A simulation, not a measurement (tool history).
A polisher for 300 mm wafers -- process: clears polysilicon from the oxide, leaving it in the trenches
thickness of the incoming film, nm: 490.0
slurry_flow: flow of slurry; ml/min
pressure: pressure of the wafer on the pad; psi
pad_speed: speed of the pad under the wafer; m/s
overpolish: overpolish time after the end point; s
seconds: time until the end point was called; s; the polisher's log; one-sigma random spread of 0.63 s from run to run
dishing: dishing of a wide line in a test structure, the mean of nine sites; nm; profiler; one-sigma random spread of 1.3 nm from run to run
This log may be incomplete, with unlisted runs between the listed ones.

run    day  slurry_flow  pressure  pad_speed  overpolish  seconds  dishing
  1      0          135       2.9       0.88          22   32.312   75.759
  2  0.133          110       2.9       0.88          22    33.21   74.519
  3  0.325          100       2.8       0.88          17   34.882   70.909
  4  0.425          100       3.4       0.88          17   30.697   71.743
  5    0.5          130       3.4       0.88          17   29.314   73.362
  6  0.712          115       3.3       0.86          14   30.657   76.148

Run 7 comes next. What will it give?
  7  0.971          105       2.8       0.94          24        ?        ?

seconds: 32.852 s
dishing: 72.944 nm
